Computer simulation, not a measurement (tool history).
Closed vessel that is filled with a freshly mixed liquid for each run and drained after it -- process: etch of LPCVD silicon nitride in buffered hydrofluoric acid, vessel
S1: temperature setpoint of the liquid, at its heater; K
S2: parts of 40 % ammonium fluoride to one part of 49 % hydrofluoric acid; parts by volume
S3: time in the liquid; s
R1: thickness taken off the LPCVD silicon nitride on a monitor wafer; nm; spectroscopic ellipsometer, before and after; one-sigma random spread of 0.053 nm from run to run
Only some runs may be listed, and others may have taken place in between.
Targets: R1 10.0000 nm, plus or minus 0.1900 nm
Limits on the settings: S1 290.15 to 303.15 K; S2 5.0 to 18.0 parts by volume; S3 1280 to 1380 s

Run 1, hour 0.0: S1 295.15 K, S2 11.0 parts by volume, S3 1280 s. Result: R1 14.0530 nm.
Run 2, hour 5.8: S1 297.15 K, S2 11.0 parts by volume, S3 1280 s. Result: R1 15.8350 nm.
Run 3, hour 9.1: S1 297.15 K, S2 14.0 parts by volume, S3 1280 s. Result: R1 12.5360 nm.
Run 4, hour 10.4: S1 296.65 K, S2 14.0 parts by volume, S3 1280 s. Result: R1 12.1410 nm.
Run 5, hour 16.1: S1 296.65 K, S2 14.0 parts by volume, S3 1380 s. Result: R1 13.0080 nm.
Run 6, hour 18.5: S1 296.65 K, S2 14.0 parts by volume, S3 1280 s. Result: R1 12.3050 nm.
Run 7, hour 26.2: S1 296.15 K, S2 14.0 parts by volume, S3 1280 s. Result: R1 11.8360 nm.
Run 8, hour 30.4: S1 295.65 K, S2 14.0 parts by volume, S3 1280 s. Result: R1 11.5800 nm.
Run 9, hour 38.7: S1 295.15 K, S2 14.0 parts by volume, S3 1280 s. Result: R1 11.2660 nm.
Run 10, hour 42.2: S1 292.65 K, S2 14.0 parts by volume, S3 1280 s. Result: R1 9.7489 nm.

Which of these 4 next moves meets every target?
Run A, hour 45.7: S1 291.15 K, S2 14.0 parts by volume, S3 1365 s. Result: R1 ?.
Run B, hour 45.7: S1 291.65 K, S2 14.0 parts by volume, S3 1320 s. Result: R1 ?.
Run C, hour 45.7: S1 290.65 K, S2 12.5 parts by volume, S3 1325 s. Result: R1 ?.
Run D, hour 45.7: S1 293.65 K, S2 15.0 parts by volume, S3 1280 s. Result: R1 ?.

move       R1
   A   9.5217
   B   9.4726
   C  10.0400
   D   9.6052
A: the biggest miss grows against the last run
B: the biggest miss grows against the last run
C: each result inside its tolerance
D: the biggest miss grows against the last run
Move C is the one to make.
